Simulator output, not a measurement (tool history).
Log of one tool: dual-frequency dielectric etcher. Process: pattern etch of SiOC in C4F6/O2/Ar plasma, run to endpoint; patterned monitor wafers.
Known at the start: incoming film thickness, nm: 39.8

run,hour,bias power (W),source power (W),endpoint time (s)
1,0.0,532,270,15.414
2,3.6,488,250,16.669
3,12.0,455,240,17.732
4,13.7,432,240,18.256
5,17.9,509,240,16.507
6,22.6,476,240,17.220
7,23.7,450,240,17.823
8,28.4,430,240,18.424
9,36.4,333,230,22.314
10,39.3,345,230,21.482
11,43.5,353,230,21.597
12,44.2,361,230,20.869
13,51.8,365,230,20.747
14,55.2,368,230,20.703

Forecast run 15:
15,60.6,400,230,?

endpoint time (s): 19.378
